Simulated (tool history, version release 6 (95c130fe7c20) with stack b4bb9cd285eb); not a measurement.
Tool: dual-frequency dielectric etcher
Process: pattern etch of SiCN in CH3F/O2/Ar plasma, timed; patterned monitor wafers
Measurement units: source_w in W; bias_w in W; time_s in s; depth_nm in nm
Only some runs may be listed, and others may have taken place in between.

run 1 day=0.000 | source_w=300 bias_w=65 time_s=54.5 | depth_nm=18.187
run 2 day=0.088 | source_w=280 bias_w=65 time_s=54.5 | depth_nm=17.759
run 3 day=0.162 | source_w=250 bias_w=65 time_s=54.5 | depth_nm=17.004
run 4 day=0.221 | source_w=250 bias_w=55 time_s=54.5 | depth_nm=16.073
run 5 day=0.483 | source_w=250 bias_w=50 time_s=54.5 | depth_nm=15.462
run 6 day=0.675 | source_w=260 bias_w=50 time_s=54.5 | depth_nm=15.740
run 7 day=0.958 | source_w=270 bias_w=50 time_s=54.5 | depth_nm=15.932

For run 8, what comes out?
run 8 day=1.029 | source_w=280 bias_w=50 time_s=54.5 | depth_nm=?

depth_nm: 16.179 nm
